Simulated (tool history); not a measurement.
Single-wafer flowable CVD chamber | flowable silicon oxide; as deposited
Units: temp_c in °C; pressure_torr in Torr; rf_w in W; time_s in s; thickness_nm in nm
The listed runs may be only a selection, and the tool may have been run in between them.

run,hour,temp_c,pressure_torr,rf_w,time_s,thickness_nm
1,0.0,90,0.756,1750,790,584.52
2,1.2,95,0.750,1750,790,481.15
3,3.3,99,0.749,1750,790,411.93
4,9.7,102,0.748,1750,790,365.91
5,17.7,102,0.748,1595,790,358.69
6,25.7,102,0.748,1595,790,354.30
7,33.8,104,0.748,1595,790,330.19
8,40.0,105,0.748,1595,790,319.74

Predict the results of run 9:
9,40.5,106,0.748,1595,790,?

thickness_nm: 305.16 nm

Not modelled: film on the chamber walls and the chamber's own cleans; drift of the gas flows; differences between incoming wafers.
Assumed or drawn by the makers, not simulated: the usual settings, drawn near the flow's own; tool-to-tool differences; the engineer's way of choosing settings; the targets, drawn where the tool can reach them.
